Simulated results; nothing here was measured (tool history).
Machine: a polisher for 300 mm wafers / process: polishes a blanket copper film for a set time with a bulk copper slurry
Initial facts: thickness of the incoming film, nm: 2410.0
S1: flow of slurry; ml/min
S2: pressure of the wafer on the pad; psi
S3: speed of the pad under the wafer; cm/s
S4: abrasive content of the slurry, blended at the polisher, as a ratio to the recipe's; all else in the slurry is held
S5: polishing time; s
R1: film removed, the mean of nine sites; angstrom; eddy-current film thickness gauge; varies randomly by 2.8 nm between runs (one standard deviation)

{"run": 1, "hour": 0.0, "S1": 260, "S2": 2.8, "S3": 92, "S4": 1.0, "S5": 54, "R1": 4433.7}
{"run": 2, "hour": 1.8, "S1": 260, "S2": 2.8, "S3": 92, "S4": 1.0, "S5": 54, "R1": 4368.4}
{"run": 3, "hour": 9.0, "S1": 295, "S2": 2.8, "S3": 92, "S4": 1.0, "S5": 54, "R1": 4447.4}
{"run": 4, "hour": 14.2, "S1": 295, "S2": 2.8, "S3": 92, "S4": 1.0, "S5": 54, "R1": 4437.6}
{"run": 5, "hour": 23.1, "S1": 295, "S2": 2.8, "S3": 92, "S4": 0.8, "S5": 54, "R1": 4184.0}
{"run": 6, "hour": 25.6, "S1": 295, "S2": 2.7, "S3": 92, "S4": 0.8, "S5": 54, "R1": 3985.4}
{"run": 7, "hour": 29.0, "S1": 295, "S2": 2.6, "S3": 92, "S4": 0.8, "S5": 54, "R1": 3974.8}
{"run": 8, "hour": 36.5, "S1": 295, "S2": 2.4, "S3": 92, "S4": 0.8, "S5": 54, "R1": 3641.4}
{"run": 9, "hour": 42.4, "S1": 295, "S2": 2.3, "S3": 92, "S4": 0.8, "S5": 54, "R1": 3403.8}
{"run": 10, "hour": 51.0, "S1": 295, "S2": 2.2, "S3": 92, "S4": 0.8, "S5": 54, "R1": 3327.6}
{"run": 11, "hour": 53.7, "S1": 295, "S2": 2.1, "S3": 92, "S4": 0.8, "S5": 54, "R1": 3228.2}
{"run": 12, "hour": 57.0, "S1": 295, "S2": 2.0, "S3": 92, "S4": 0.8, "S5": 54, "R1": 3018.4}

The next listed run, before its measurement:
{"run": 13, "hour": 60.5, "S1": 295, "S2": 1.9, "S3": 92, "S4": 0.8, "S5": 54, "R1": "?"}

Run 13 gave R1 2895.0 angstrom.

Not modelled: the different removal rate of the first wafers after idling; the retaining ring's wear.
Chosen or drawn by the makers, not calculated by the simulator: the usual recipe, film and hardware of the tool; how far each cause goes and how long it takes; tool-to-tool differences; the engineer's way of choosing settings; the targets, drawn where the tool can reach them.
